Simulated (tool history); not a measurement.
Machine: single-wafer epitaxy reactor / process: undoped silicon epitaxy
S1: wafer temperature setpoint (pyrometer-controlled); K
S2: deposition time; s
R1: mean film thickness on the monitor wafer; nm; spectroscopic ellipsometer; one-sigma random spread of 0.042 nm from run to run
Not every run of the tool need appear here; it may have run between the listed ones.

| run | hour | S1 | S2 | R1 |
|---|---|---|---|---|
| 1 | 0 | 903.15 | 238 | 24.31 |
| 2 | 1 | 901.15 | 238 | 23.024 |
| 3 | 9 | 901.15 | 257 | 24.892 |
| 4 | 11.3 | 901.15 | 227 | 21.915 |
| 5 | 19 | 901.15 | 240 | 23.341 |
| 6 | 27.8 | 901.15 | 274 | 26.5 |
| 7 | 31.6 | 899.15 | 274 | 25.102 |
| 8 | 36.9 | 897.15 | 274 | 23.917 |
| 9 | 41.4 | 896.15 | 274 | 23.244 |
| 10 | 44.2 | 895.15 | 274 | 22.725 |
| 11 | 46.2 | 894.15 | 274 | 21.978 |
| 12 | 52.4 | 893.15 | 274 | 21.492 |
| 13 | 59.6 | 893.15 | 274 | 21.487 |
| 14 | 61.6 | 892.15 | 274 | 20.882 |
| 15 | 63.9 | 892.15 | 274 | 20.953 |

For run 16, what comes out?
| 16 | 70.2 | 891.15 | 274 | ? |

{"run 16": {"R1": 20.338}}

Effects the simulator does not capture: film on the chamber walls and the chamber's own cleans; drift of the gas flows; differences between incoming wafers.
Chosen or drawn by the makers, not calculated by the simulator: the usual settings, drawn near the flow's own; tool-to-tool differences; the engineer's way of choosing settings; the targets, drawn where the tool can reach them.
